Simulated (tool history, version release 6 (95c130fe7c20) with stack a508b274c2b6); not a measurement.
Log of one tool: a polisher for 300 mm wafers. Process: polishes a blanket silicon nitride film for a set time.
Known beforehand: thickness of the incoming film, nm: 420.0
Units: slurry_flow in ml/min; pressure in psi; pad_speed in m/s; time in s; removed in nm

{"run": 1, "hour": 0.0, "slurry_flow": 155, "pressure": 2.3, "pad_speed": 1.22, "time": 39, "removed": 58.898}
{"run": 2, "hour": 8.8, "slurry_flow": 155, "pressure": 2.3, "pad_speed": 1.22, "time": 34, "removed": 51.618}
{"run": 3, "hour": 15.6, "slurry_flow": 155, "pressure": 2.3, "pad_speed": 1.48, "time": 34, "removed": 59.76}
{"run": 4, "hour": 16.6, "slurry_flow": 150, "pressure": 2.0, "pad_speed": 1.34, "time": 34, "removed": 47.338}
{"run": 5, "hour": 17.4, "slurry_flow": 145, "pressure": 1.8, "pad_speed": 1.3, "time": 34, "removed": 42.16}
{"run": 6, "hour": 23.6, "slurry_flow": 170, "pressure": 1.8, "pad_speed": 1.3, "time": 34, "removed": 43.488}
{"run": 7, "hour": 31.7, "slurry_flow": 165, "pressure": 1.6, "pad_speed": 1.24, "time": 34, "removed": 36.857}
{"run": 8, "hour": 33.6, "slurry_flow": 165, "pressure": 1.5, "pad_speed": 1.22, "time": 34, "removed": 34.035}
{"run": 9, "hour": 39.7, "slurry_flow": 165, "pressure": 1.4, "pad_speed": 1.2, "time": 34, "removed": 31.55}
{"run": 10, "hour": 44.5, "slurry_flow": 160, "pressure": 1.0, "pad_speed": 1.14, "time": 34, "removed": 21.898}
{"run": 11, "hour": 46.5, "slurry_flow": 165, "pressure": 1.0, "pad_speed": 1.14, "time": 34, "removed": 22.634}

Estimate the outcome of run 12 from the log above:
{"hour": 49.6, "done": "slurry nozzle cleaned"}
{"run": 12, "hour": 49.6, "slurry_flow": 170, "pressure": 1.0, "pad_speed": 1.14, "time": 34, "removed": "?"}

Run 12 measured removed 23.586 nm.
